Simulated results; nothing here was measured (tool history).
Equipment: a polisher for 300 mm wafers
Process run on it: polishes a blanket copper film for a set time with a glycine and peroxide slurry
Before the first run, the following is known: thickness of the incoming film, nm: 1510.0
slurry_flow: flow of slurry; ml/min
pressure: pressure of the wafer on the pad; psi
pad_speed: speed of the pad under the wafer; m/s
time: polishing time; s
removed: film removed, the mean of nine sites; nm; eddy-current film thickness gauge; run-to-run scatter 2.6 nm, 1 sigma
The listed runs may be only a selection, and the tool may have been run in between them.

run	hour	slurry_flow	pressure	pad_speed	time	removed
1	0	225	2.4	0.94	59	252.32
2	7.2	225	2.4	0.94	54	233.8
3	11.3	225	2.5	0.94	54	241.8
4	16.8	225	2.6	0.94	54	252.36
5	21.7	195	2.6	0.94	54	244.63
6	25.4	205	2.7	0.94	54	254.32
7	27	215	2.8	0.94	54	264.27
8	34.7	220	2.9	0.94	54	271.38
9	38.1	225	3	0.94	54	281.63
10	43.9	230	3	0.94	54	279.98
11	45.3	230	3.1	0.94	54	293
12	49.2	235	3.1	0.94	54	286.94
13	51.1	235	3.2	0.94	54	299.15
14	59.2	235	3.2	0.94	54	298.13

The next listed run, before its measurement:
15	67.5	240	3.4	0.94	54	?

Run 15 measured removed 312.45 nm.
